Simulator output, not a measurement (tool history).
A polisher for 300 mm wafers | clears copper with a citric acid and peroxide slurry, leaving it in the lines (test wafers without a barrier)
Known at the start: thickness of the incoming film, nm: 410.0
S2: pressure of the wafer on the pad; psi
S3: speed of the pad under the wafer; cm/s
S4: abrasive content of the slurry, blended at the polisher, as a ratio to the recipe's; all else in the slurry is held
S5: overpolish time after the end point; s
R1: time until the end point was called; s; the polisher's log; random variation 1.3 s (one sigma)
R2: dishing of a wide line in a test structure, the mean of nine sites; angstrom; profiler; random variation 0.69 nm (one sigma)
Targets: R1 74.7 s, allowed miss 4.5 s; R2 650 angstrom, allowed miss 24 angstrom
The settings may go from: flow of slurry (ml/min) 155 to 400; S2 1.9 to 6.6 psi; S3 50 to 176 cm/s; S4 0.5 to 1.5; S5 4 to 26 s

{"run": 1, "hour": 0.0, "flow of slurry (ml/min)": 255, "S2": 4.2, "S3": 112, "S4": 1, "S5": 13, "R1": 121.13, "R2": 344.05}
{"run": 2, "hour": 4.8, "flow of slurry (ml/min)": 255, "S2": 4.4, "S3": 112, "S4": 1, "S5": 13, "R1": 110.55, "R2": 354.59}
{"run": 3, "hour": 10.4, "flow of slurry (ml/min)": 225, "S2": 4.4, "S3": 112, "S4": 1, "S5": 13, "R1": 115.44, "R2": 345.67}
{"run": 4, "hour": 19.4, "flow of slurry (ml/min)": 225, "S2": 4.6, "S3": 112, "S4": 1, "S5": 14, "R1": 111.03, "R2": 384.8}
{"run": 5, "hour": 26.6, "flow of slurry (ml/min)": 225, "S2": 4.6, "S3": 112, "S4": 1.2, "S5": 14, "R1": 107.04, "R2": 397.22}
{"run": 6, "hour": 33.0, "flow of slurry (ml/min)": 225, "S2": 4.6, "S3": 134, "S4": 1.2, "S5": 14, "R1": 90.174, "R2": 475.45}
{"run": 7, "hour": 33.7, "flow of slurry (ml/min)": 225, "S2": 4.6, "S3": 134, "S4": 1.2, "S5": 14, "R1": 91.684, "R2": 471.71}
{"run": 8, "hour": 40.1, "flow of slurry (ml/min)": 225, "S2": 4.6, "S3": 134, "S4": 1.2, "S5": 14, "R1": 88.779, "R2": 473.38}
{"run": 9, "hour": 46.5, "flow of slurry (ml/min)": 225, "S2": 4.7, "S3": 134, "S4": 1.2, "S5": 14, "R1": 85.582, "R2": 487.38}
{"hour": 51.7, "done": "worn pad replaced by a new one"}
{"run": 10, "hour": 51.7, "flow of slurry (ml/min)": 230, "S2": 4.9, "S3": 136, "S4": 1.2, "S5": 16, "R1": 79.504, "R2": 590.81}
{"run": 11, "hour": 57.6, "flow of slurry (ml/min)": 230, "S2": 4.9, "S3": 136, "S4": 1.2, "S5": 16, "R1": 77.711, "R2": 594.52}

Which of these 5 next moves meets every target?
{"run": "A", "hour": 63.5, "flow of slurry (ml/min)": 160, "S2": 4.1, "S3": 156, "S4": 0.9, "S5": 19, "R1": "?", "R2": "?"}
{"run": "B", "hour": 63.5, "flow of slurry (ml/min)": 265, "S2": 5.4, "S3": 126, "S4": 1.2, "S5": 17, "R1": "?", "R2": "?"}
{"run": "C", "hour": 63.5, "flow of slurry (ml/min)": 230, "S2": 4.1, "S3": 132, "S4": 1.35, "S5": 21, "R1": "?", "R2": "?"}
{"run": "D", "hour": 63.5, "flow of slurry (ml/min)": 235, "S2": 5, "S3": 138, "S4": 1.2, "S5": 15, "R1": "?", "R2": "?"}
{"run": "E", "hour": 63.5, "flow of slurry (ml/min)": 230, "S2": 5.9, "S3": 142, "S4": 1.2, "S5": 16, "R1": "?", "R2": "?"}

move=A R1=91.366 R2=612.81
move=B R1=76.54 R2=656.22
move=C R1=93.766 R2=650.77
move=D R1=76.211 R2=591.87
move=E R1=63.186 R2=732.28
A: further off than the last run
B: meets every target
C: brings the result that was furthest off to its target, and leaves another outside
D: as far off as the last run
E: takes the result that was furthest off past its target
Move B is the one to make.
